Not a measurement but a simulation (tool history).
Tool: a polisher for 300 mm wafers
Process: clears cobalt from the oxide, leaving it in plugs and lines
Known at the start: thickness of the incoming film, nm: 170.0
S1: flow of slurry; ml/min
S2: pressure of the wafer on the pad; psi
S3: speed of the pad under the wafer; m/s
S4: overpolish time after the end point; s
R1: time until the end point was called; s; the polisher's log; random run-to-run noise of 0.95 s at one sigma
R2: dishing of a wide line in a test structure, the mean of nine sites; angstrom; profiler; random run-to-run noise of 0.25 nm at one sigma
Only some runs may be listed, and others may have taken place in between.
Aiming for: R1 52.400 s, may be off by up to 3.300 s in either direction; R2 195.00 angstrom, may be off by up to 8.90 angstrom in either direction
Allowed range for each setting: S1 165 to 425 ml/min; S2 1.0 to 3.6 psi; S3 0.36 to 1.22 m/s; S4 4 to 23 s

{"run": 1, "day": 0.0, "S1": 275, "S2": 2.3, "S3": 0.78, "S4": 12, "R1": 43.681, "R2": 334.68}
{"run": 2, "day": 0.246, "S1": 275, "S2": 2.2, "S3": 0.78, "S4": 11, "R1": 46.768, "R2": 304.93}
{"run": 3, "day": 0.471, "S1": 275, "S2": 2.2, "S3": 0.78, "S4": 10, "R1": 46.409, "R2": 288.56}
{"run": 4, "day": 0.658, "S1": 275, "S2": 2.2, "S3": 0.78, "S4": 9, "R1": 46.246, "R2": 265.65}
{"run": 5, "day": 0.833, "S1": 215, "S2": 2.2, "S3": 0.78, "S4": 9, "R1": 47.342, "R2": 263.31}
{"run": 6, "day": 1.129, "S1": 215, "S2": 2.2, "S3": 0.78, "S4": 8, "R1": 47.313, "R2": 243.09}
{"run": 7, "day": 1.221, "S1": 215, "S2": 2.1, "S3": 0.78, "S4": 7, "R1": 51.044, "R2": 213.64}
{"run": 8, "day": 1.446, "S1": 215, "S2": 2.1, "S3": 0.78, "S4": 6, "R1": 48.392, "R2": 181.51}

5 next moves are on the table. One of them brings every result within its allowed miss. Which?
{"run": "A", "day": 1.671, "S1": 190, "S2": 2.0, "S3": 0.76, "S4": 7, "R1": "?", "R2": "?"}
{"run": "B", "day": 1.671, "S1": 190, "S2": 2.1, "S3": 0.74, "S4": 8, "R1": "?", "R2": "?"}
{"run": "C", "day": 1.671, "S1": 215, "S2": 2.2, "S3": 0.8, "S4": 6, "R1": "?", "R2": "?"}
{"run": "D", "day": 1.671, "S1": 270, "S2": 2.1, "S3": 0.86, "S4": 5, "R1": "?", "R2": "?"}
{"run": "E", "day": 1.671, "S1": 285, "S2": 2.6, "S3": 0.66, "S4": 7, "R1": "?", "R2": "?"}

move=A R1=53.501 R2=190.16
move=B R1=52.523 R2=215.28
move=C R1=46.161 R2=189.04
move=D R1=44.055 R2=168.66
move=E R1=46.604 R2=212.81
A: each result inside its tolerance
B: carries the result that was furthest off beyond its target, to the other side
C: brings the result that was furthest off to its target, and leaves another outside
D: misses by more than the last run did
E: carries the result that was furthest off beyond its target, to the other side
Correct choice: A, which meets every target
